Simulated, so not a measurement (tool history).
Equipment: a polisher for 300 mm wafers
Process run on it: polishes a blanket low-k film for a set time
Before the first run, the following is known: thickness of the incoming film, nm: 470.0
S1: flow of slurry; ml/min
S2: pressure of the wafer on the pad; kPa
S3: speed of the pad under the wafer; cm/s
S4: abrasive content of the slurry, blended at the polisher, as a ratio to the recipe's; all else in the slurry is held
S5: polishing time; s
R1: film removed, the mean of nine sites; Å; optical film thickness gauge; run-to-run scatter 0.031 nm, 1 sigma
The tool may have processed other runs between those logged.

| run | day | S1 | S2 | S3 | S4 | S5 | R1 |
|---|---|---|---|---|---|---|---|
| 1 | 0.000 | 135 | 9.0 | 76 | 1.0 | 26 | 53.070 |
| 2 | 0.250 | 125 | 8.3 | 76 | 1.0 | 26 | 49.399 |
| 3 | 0.608 | 125 | 7.6 | 76 | 1.0 | 26 | 45.429 |
| 4 | 0.642 | 125 | 6.2 | 76 | 1.0 | 26 | 36.968 |
| 5 | 1.000 | 125 | 4.8 | 76 | 1.0 | 26 | 29.572 |
| 6 | 1.062 | 125 | 4.8 | 58 | 1.0 | 26 | 24.093 |
| 7 | 1.388 | 130 | 6.2 | 58 | 1.0 | 26 | 31.087 |
| 8 | 1.729 | 140 | 6.9 | 58 | 1.0 | 26 | 34.361 |
| 9 | 1.967 | 150 | 6.9 | 58 | 1.0 | 26 | 34.820 |
| 10 | 2.312 | 160 | 6.9 | 58 | 1.0 | 26 | 35.152 |
| 11 | 2.592 | 165 | 6.9 | 58 | 1.0 | 26 | 35.429 |
| 12 | 2.671 | 170 | 6.9 | 58 | 1.0 | 26 | 35.394 |

Predict the results of run 13:
| 13 | 2.812 | 175 | 6.9 | 58 | 1.0 | 26 | ? |

Run 13 measured R1 35.149 Å.

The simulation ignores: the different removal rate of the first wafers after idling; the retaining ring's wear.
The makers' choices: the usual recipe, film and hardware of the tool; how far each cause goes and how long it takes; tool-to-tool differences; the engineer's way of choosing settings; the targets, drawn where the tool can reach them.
